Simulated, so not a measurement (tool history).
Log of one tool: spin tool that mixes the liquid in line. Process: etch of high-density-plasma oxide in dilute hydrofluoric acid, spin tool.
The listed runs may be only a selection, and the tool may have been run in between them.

run  hour  temperature setpoint of the liquid (C)  parts of water to one part of 49 % hydrofluoric acid (parts by volume)  time under the liquid (s)  thickness taken off the high-density-plasma oxide on a monitor wafer (Å)
  1   0.0                                    23.0                                                                      45                         80                                                                    90.932
  2   2.5                                    23.0                                                                      60                         80                                                                    66.541
  3   3.9                                    19.5                                                                      60                         80                                                                    57.491
  4  10.2                                    19.5                                                                      60                         65                                                                    47.066
  5  19.2                                    17.5                                                                      60                         65                                                                    43.130
  6  27.4                                    18.5                                                                      60                         65                                                                    45.082
  7  35.8                                    19.5                                                                      60                         65                                                                    47.047
  8  42.3                                    20.5                                                                      60                         65                                                                    49.026
  9  48.6                                    21.5                                                                      60                         65                                                                    50.701
 10  54.2                                    22.5                                                                      60                         65                                                                    52.996
 11  56.5                                    23.5                                                                      60                         65                                                                    55.032

The next listed run, before its measurement:
 12  64.7                                    24.5                                                                      60                         65                                                                         ?

thickness taken off the high-density-plasma oxide on a monitor wafer (Å): 57.659
